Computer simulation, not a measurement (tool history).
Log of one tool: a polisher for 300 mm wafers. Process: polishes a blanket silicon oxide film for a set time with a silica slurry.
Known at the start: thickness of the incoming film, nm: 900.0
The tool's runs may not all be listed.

run    day  flow of slurry (ml/min)  pressure of the wafer on the pad (psi)  speed of the pad under the wafer (m/s)  abrasive content of the slurry  polishing time (s)  film removed (angstrom)
  1      0                      315                                     3.6                                    1.32                               1                 103                   3911.1
  2  0.333                      315                                     3.9                                    1.32                               1                 103                   4327.5
  3  0.692                      315                                     4.1                                    1.32                               1                 103                   4590.5
  4  0.888                      315                                     3.7                                    1.32                               1                 103                   4057.9
  5  1.038                      360                                     3.7                                    1.32                               1                 103                   4204.9
  6  1.338                      370                                     3.9                                    1.32                               1                 103                   4441.3
  7  1.433                      370                                     4.1                                    1.32                               1                 103                   4504.1
  8  1.483                      370                                     4.3                                    1.32                               1                 103                   4727.3
  9  1.638                      370                                     4.5                                    1.32                               1                 103                     5071

Forecast run 10:
 10  1.833                      370                                     4.6                                    1.32                               1                 103                        ?

film removed (angstrom): 5130.1
